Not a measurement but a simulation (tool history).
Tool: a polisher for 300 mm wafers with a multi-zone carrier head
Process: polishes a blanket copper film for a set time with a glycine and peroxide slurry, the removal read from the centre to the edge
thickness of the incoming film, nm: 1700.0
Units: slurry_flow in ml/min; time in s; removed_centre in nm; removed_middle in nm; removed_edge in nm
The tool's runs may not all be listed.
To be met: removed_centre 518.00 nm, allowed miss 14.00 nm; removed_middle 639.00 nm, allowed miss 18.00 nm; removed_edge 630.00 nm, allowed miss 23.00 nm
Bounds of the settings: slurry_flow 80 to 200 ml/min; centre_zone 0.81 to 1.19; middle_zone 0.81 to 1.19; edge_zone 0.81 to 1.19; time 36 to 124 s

run,day,slurry_flow,centre_zone,middle_zone,edge_zone,time,removed_centre,removed_middle,removed_edge
1,0.000,130,1.00,1.00,1.00,79,515.34,511.10,537.44
2,0.071,130,1.00,1.00,0.94,79,511.88,511.16,522.33
3,0.388,130,1.05,1.00,0.94,79,538.42,513.46,515.75
4,0.629,140,1.01,1.03,0.98,80,528.92,540.09,534.04
5,0.721,145,0.98,1.04,1.01,81,528.10,552.20,554.57
6,0.833,145,0.98,1.11,1.01,81,524.74,588.27,551.64
7,0.979,145,0.96,1.12,1.04,82,523.18,597.58,576.97
8,1.208,145,0.95,1.13,1.06,82,520.69,610.77,563.52

5 next moves are on the table. One of them brings every result within its allowed miss. Which?
A,1.438,145,1.00,1.19,1.05,77,?,?,?
B,1.438,140,0.85,1.11,1.11,89,?,?,?
C,1.438,145,0.85,1.09,1.12,86,?,?,?
D,1.438,110,0.84,1.00,1.01,92,?,?,?
E,1.438,170,1.09,1.19,1.01,73,?,?,?

move,removed_centre,removed_middle,removed_edge
A,507.36,588.54,540.33
B,514.44,638.10,638.21
C,499.59,609.82,621.30
D,507.87,584.62,620.59
E,526.80,569.14,511.38
A: further off than the last run
B: meets every target
C: brings the result that was furthest off to its target, and leaves another outside
D: brings the result that was furthest off to its target, and leaves another outside
E: further off than the last run
The right move is B.
